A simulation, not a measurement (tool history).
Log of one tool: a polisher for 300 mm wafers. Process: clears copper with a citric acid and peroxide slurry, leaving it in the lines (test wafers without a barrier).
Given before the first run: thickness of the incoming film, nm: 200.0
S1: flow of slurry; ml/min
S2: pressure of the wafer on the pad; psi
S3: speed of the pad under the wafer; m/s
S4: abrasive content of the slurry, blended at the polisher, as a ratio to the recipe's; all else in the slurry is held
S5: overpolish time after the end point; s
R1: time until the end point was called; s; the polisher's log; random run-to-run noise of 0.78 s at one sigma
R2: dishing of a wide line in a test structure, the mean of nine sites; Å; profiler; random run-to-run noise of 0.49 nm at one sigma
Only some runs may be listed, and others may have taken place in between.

Run 1, day 0.000: S1 260 ml/min, S2 2.6 psi, S3 1.32 m/s, S4 1.00, S5 16 s. Result: R1 80.105 s, R2 232.07 Å.
Run 2, day 0.271: S1 260 ml/min, S2 2.6 psi, S3 1.32 m/s, S4 0.85, S5 16 s. Result: R1 84.594 s, R2 223.78 Å.
Run 3, day 0.429: S1 260 ml/min, S2 2.6 psi, S3 1.32 m/s, S4 0.85, S5 17 s. Result: R1 83.590 s, R2 236.94 Å.
Run 4, day 0.771: S1 260 ml/min, S2 2.6 psi, S3 1.32 m/s, S4 0.85, S5 13 s. Result: R1 84.421 s, R2 192.29 Å.
Run 5, day 0.854: S1 260 ml/min, S2 2.6 psi, S3 1.32 m/s, S4 1.00, S5 13 s. Result: R1 80.518 s, R2 200.49 Å.
Run 6, day 1.054: S1 260 ml/min, S2 2.6 psi, S3 1.32 m/s, S4 1.00, S5 15 s. Result: R1 80.938 s, R2 222.98 Å.
Run 7, day 1.129: S1 260 ml/min, S2 2.6 psi, S3 1.32 m/s, S4 1.00, S5 16 s. Result: R1 81.577 s, R2 241.00 Å.
Run 8, day 1.383: S1 260 ml/min, S2 2.6 psi, S3 1.32 m/s, S4 1.05, S5 17 s. Result: R1 79.484 s, R2 237.12 Å.
Run 9, day 1.492: S1 260 ml/min, S2 2.6 psi, S3 1.32 m/s, S4 1.05, S5 17 s. Result: R1 79.438 s, R2 242.33 Å.
Run 10, day 1.654: S1 260 ml/min, S2 2.6 psi, S3 1.32 m/s, S4 1.05, S5 18 s. Result: R1 80.114 s, R2 256.05 Å.
Run 11, day 1.892: S1 260 ml/min, S2 2.6 psi, S3 1.32 m/s, S4 1.05, S5 19 s. Result: R1 79.632 s, R2 267.30 Å.
Run 12, day 2.017: S1 260 ml/min, S2 2.6 psi, S3 1.32 m/s, S4 1.05, S5 20 s. Result: R1 79.753 s, R2 273.37 Å.
Run 13, day 2.200: S1 260 ml/min, S2 2.6 psi, S3 1.32 m/s, S4 1.05, S5 20 s. Result: R1 78.948 s, R2 270.87 Å.

Estimate the outcome of run 14 from the log above:
Run 14, day 2.296: S1 250 ml/min, S2 2.2 psi, S3 1.32 m/s, S4 1.05, S5 27 s. Result: R1 ?, R2 ?.

R1: 89.763 s
R2: 296.44 Å
